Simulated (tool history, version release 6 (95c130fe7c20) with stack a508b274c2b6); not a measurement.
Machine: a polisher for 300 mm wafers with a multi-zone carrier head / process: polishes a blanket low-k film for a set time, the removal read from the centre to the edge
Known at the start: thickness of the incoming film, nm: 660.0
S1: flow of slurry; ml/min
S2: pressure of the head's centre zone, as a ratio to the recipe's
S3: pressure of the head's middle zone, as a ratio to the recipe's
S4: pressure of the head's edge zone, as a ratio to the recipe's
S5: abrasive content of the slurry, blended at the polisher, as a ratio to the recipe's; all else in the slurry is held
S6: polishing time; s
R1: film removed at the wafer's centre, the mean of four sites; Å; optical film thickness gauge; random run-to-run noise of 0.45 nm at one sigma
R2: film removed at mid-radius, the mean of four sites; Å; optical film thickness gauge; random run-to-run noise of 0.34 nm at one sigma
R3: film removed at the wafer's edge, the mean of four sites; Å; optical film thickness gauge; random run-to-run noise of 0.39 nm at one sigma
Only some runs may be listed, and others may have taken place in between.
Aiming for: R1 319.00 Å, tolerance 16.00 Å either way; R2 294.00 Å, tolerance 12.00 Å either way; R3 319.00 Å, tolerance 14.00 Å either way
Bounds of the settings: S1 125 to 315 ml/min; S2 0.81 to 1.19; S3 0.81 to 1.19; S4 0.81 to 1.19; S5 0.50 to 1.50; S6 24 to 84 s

| run | day | S1 | S2 | S3 | S4 | S5 | S6 | R1 | R2 | R3 |
|---|---|---|---|---|---|---|---|---|---|---|
| 1 | 0.000 | 205 | 1.00 | 1.00 | 1.00 | 1.00 | 54 | 212.22 | 210.98 | 214.88 |
| 2 | 0.096 | 165 | 1.00 | 1.00 | 1.00 | 1.00 | 54 | 202.63 | 202.18 | 206.68 |
| 3 | 0.217 | 165 | 1.00 | 1.00 | 1.00 | 0.85 | 54 | 185.43 | 187.39 | 191.19 |
| 4 | 0.275 | 165 | 1.00 | 1.00 | 1.00 | 1.00 | 54 | 200.05 | 203.23 | 206.27 |
| 5 | 0.388 | 165 | 1.07 | 1.00 | 1.00 | 1.00 | 54 | 220.05 | 199.52 | 211.58 |
| 6 | 0.654 | 175 | 1.07 | 1.02 | 1.03 | 1.10 | 54 | 233.40 | 216.08 | 222.03 |
| 7 | 0.712 | 185 | 1.06 | 1.01 | 1.05 | 1.20 | 55 | 243.61 | 223.66 | 237.41 |
| 8 | 0.917 | 190 | 1.06 | 1.02 | 1.07 | 1.25 | 56 | 259.86 | 239.85 | 249.17 |
| 9 | 1.088 | 195 | 1.05 | 1.01 | 1.09 | 1.30 | 57 | 272.42 | 250.03 | 260.68 |
| 10 | 1.308 | 185 | 1.00 | 0.98 | 1.18 | 1.50 | 63 | 289.84 | 283.14 | 309.76 |
| 11 | 1.542 | 190 | 1.01 | 0.98 | 1.18 | 1.50 | 63 | 296.72 | 285.21 | 312.68 |
| 12 | 1.725 | 195 | 1.02 | 0.98 | 1.18 | 1.50 | 63 | 305.90 | 289.61 | 326.10 |
| 13 | 2.075 | 195 | 1.03 | 0.98 | 1.17 | 1.50 | 63 | 306.49 | 283.70 | 317.86 |

Which one of the following 4 next-run settings gets every result inside its allowed miss? There is exactly one.
| A | 2.425 | 160 | 1.06 | 0.99 | 1.10 | 1.50 | 66 | ? | ? | ? |
| B | 2.425 | 195 | 1.14 | 0.93 | 1.15 | 1.50 | 61 | ? | ? | ? |
| C | 2.425 | 195 | 0.97 | 1.06 | 1.16 | 1.45 | 64 | ? | ? | ? |
| D | 2.425 | 210 | 1.00 | 0.94 | 1.19 | 1.50 | 61 | ? | ? | ? |

| move | R1 | R2 | R3 |
|---|---|---|---|
| A | 315.39 | 292.10 | 318.40 |
| B | 326.75 | 271.15 | 309.34 |
| C | 287.81 | 300.72 | 321.53 |
| D | 290.12 | 275.98 | 317.60 |
A: in spec on every target
B: the biggest miss grows against the last run
C: meets the target for the result that was furthest off, but another lies outside its allowed miss
D: the biggest miss grows against the last run
A is the move that brings every result within its allowed miss.
